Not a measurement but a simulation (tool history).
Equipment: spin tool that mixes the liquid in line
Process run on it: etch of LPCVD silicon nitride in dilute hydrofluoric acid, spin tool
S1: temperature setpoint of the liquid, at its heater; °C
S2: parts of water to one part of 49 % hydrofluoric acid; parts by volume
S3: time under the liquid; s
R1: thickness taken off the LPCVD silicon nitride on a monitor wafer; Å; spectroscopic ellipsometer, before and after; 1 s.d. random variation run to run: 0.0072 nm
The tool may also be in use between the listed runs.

{"run": 1, "hour": 0.0, "S1": 26, "S2": 85, "S3": 75, "R1": 5.2622}
{"run": 2, "hour": 5.1, "S1": 26, "S2": 70, "S3": 75, "R1": 6.0445}
{"run": 3, "hour": 13.2, "S1": 24, "S2": 85, "S3": 70, "R1": 4.2934}
{"run": 4, "hour": 19.2, "S1": 22.5, "S2": 90, "S3": 70, "R1": 3.3803}
{"run": 5, "hour": 24.0, "S1": 26, "S2": 90, "S3": 70, "R1": 4.39}
{"hour": 28.9, "done": "hydrofluoric acid flow meter replaced"}
{"run": 6, "hour": 28.9, "S1": 26, "S2": 80, "S3": 70, "R1": 4.685}
{"run": 7, "hour": 31.7, "S1": 25, "S2": 90, "S3": 65, "R1": 3.4182}
{"run": 8, "hour": 38.3, "S1": 24, "S2": 90, "S3": 65, "R1": 3.3488}
{"run": 9, "hour": 42.7, "S1": 23, "S2": 90, "S3": 65, "R1": 2.9215}
{"run": 10, "hour": 45.0, "S1": 22.5, "S2": 90, "S3": 65, "R1": 3.0009}
{"run": 11, "hour": 52.6, "S1": 22, "S2": 90, "S3": 65, "R1": 2.8438}

Run 12, settings as shown, results not yet in. Your forecast:
{"run": 12, "hour": 53.7, "S1": 22, "S2": 90, "S3": 65, "R1": "?"}

Run 12 produced R1 2.8548 Å.
